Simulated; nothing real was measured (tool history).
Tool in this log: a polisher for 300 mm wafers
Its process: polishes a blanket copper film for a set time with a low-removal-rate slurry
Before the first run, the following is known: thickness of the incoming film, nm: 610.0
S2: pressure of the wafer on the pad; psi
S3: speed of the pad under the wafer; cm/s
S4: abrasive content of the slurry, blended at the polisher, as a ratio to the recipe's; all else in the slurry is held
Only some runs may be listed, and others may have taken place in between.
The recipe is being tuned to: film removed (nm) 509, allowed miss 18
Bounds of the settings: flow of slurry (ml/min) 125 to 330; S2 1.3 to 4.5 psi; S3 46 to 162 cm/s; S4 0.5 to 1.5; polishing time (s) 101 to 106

{"run": 1, "day": 0.0, "flow of slurry (ml/min)": 210, "S2": 2.9, "S3": 104, "S4": 1, "polishing time (s)": 101, "film removed (nm)": 316.97}
{"run": 2, "day": 0.338, "flow of slurry (ml/min)": 210, "S2": 3.6, "S3": 104, "S4": 1, "polishing time (s)": 101, "film removed (nm)": 401.88}
{"run": 3, "day": 0.388, "flow of slurry (ml/min)": 210, "S2": 3.6, "S3": 126, "S4": 1, "polishing time (s)": 101, "film removed (nm)": 479.17}
{"run": 4, "day": 0.454, "flow of slurry (ml/min)": 210, "S2": 3.3, "S3": 126, "S4": 1, "polishing time (s)": 101, "film removed (nm)": 439.96}
{"run": 5, "day": 0.675, "flow of slurry (ml/min)": 210, "S2": 3.4, "S3": 126, "S4": 1, "polishing time (s)": 101, "film removed (nm)": 440.54}
{"run": 6, "day": 0.912, "flow of slurry (ml/min)": 210, "S2": 3.5, "S3": 126, "S4": 1, "polishing time (s)": 101, "film removed (nm)": 459.91}
{"run": 7, "day": 1.067, "flow of slurry (ml/min)": 210, "S2": 3.6, "S3": 126, "S4": 1, "polishing time (s)": 101, "film removed (nm)": 466.98}
{"run": 8, "day": 1.15, "flow of slurry (ml/min)": 210, "S2": 3.7, "S3": 126, "S4": 1, "polishing time (s)": 101, "film removed (nm)": 495.11}

Exercise: of the 4 proposed moves below, exactly one satisfies all targets within the stated allowed misses. Which move is it?
{"run": "A", "day": 1.233, "flow of slurry (ml/min)": 180, "S2": 3.3, "S3": 134, "S4": 0.95, "polishing time (s)": 104, "film removed (nm)": "?"}
{"run": "B", "day": 1.233, "flow of slurry (ml/min)": 200, "S2": 3.9, "S3": 128, "S4": 1.05, "polishing time (s)": 104, "film removed (nm)": "?"}
{"run": "C", "day": 1.233, "flow of slurry (ml/min)": 305, "S2": 3.8, "S3": 114, "S4": 1, "polishing time (s)": 101, "film removed (nm)": "?"}
{"run": "D", "day": 1.233, "flow of slurry (ml/min)": 190, "S2": 3.8, "S3": 126, "S4": 1, "polishing time (s)": 105, "film removed (nm)": "?"}

move=A film_removed_(nm)=470.25
move=B film_removed_(nm)=546.95
move=C film_removed_(nm)=477.14
move=D film_removed_(nm)=521.79
A: further off than the last run
B: carries the result that was furthest off beyond its target, to the other side
C: further off than the last run
D: each result inside its tolerance
D is the move that brings every result within its allowed miss.
